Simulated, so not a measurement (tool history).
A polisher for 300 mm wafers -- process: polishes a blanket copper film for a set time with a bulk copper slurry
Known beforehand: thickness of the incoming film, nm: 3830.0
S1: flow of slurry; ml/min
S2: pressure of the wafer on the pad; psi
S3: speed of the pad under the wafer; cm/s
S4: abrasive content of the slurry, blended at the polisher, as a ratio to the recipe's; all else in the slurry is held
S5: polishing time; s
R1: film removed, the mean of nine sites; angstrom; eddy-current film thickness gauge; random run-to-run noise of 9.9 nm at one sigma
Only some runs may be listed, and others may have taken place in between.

run,day,S1,S2,S3,S4,S5,R1
1,0.000,165,2.0,120,1.0,56,4496.6
2,0.138,185,2.0,120,1.0,56,4612.4
3,0.304,205,2.0,120,1.0,56,4633.8
4,0.546,205,2.0,120,0.9,56,4435.1
# day 0.733: slurry blender recalibrated
5,0.733,205,2.0,120,0.9,51,4467.8
6,0.912,205,2.2,120,0.9,51,4957.4
7,1.104,210,2.8,124,0.9,51,6360.6

The next listed run, before its measurement:
8,1.342,210,2.9,124,0.9,51,?

{"run 8": {"R1": 6679.3}}
